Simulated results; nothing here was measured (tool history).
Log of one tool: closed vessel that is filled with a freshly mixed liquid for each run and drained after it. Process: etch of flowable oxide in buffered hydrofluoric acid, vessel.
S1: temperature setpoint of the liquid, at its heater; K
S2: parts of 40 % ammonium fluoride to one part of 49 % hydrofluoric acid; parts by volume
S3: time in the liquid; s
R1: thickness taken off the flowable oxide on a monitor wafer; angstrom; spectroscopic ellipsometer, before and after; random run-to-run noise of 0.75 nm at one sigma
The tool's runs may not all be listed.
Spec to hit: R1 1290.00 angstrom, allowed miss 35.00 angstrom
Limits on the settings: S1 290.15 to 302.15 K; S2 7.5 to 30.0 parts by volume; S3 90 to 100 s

| run | hour | S1 | S2 | S3 | R1 |
|---|---|---|---|---|---|
| 1 | 0.0 | 294.15 | 20.5 | 90 | 633.78 |
| 2 | 4.5 | 294.15 | 20.5 | 100 | 705.11 |
| 3 | 11.7 | 295.65 | 19.5 | 100 | 785.82 |
| 4 | 18.4 | 295.65 | 19.5 | 90 | 710.56 |
| 5 | 26.1 | 296.65 | 18.5 | 90 | 780.29 |
| 6 | 34.9 | 295.65 | 18.5 | 90 | 740.59 |
|  | 36.3 | hydrofluoric acid flow meter replaced |
| 7 | 36.3 | 296.65 | 17.5 | 90 | 894.61 |
| 8 | 44.6 | 297.65 | 17.5 | 90 | 933.76 |
| 9 | 51.0 | 298.65 | 17.5 | 90 | 989.30 |
| 10 | 59.7 | 298.65 | 17.5 | 90 | 989.08 |
| 11 | 65.2 | 302.15 | 15.5 | 90 | 1330.80 |

Which single option among these 5 for the next run brings every result within its allowed miss of target? Just one does.
| A | 70.7 | 301.15 | 15.0 | 95 | ? |
| B | 70.7 | 297.15 | 12.0 | 95 | ? |
| C | 70.7 | 301.65 | 16.5 | 95 | ? |
| D | 70.7 | 302.15 | 16.0 | 95 | ? |
| E | 70.7 | 300.15 | 13.5 | 90 | ? |

| move | R1 |
|---|---|
| A | 1402.00 |
| B | 1406.20 |
| C | 1311.20 |
| D | 1387.70 |
| E | 1396.10 |
A: moves away from the targets compared with the last run
B: moves away from the targets compared with the last run
C: all results in spec
D: moves away from the targets compared with the last run
E: moves away from the targets compared with the last run
Correct choice: C, which meets every target
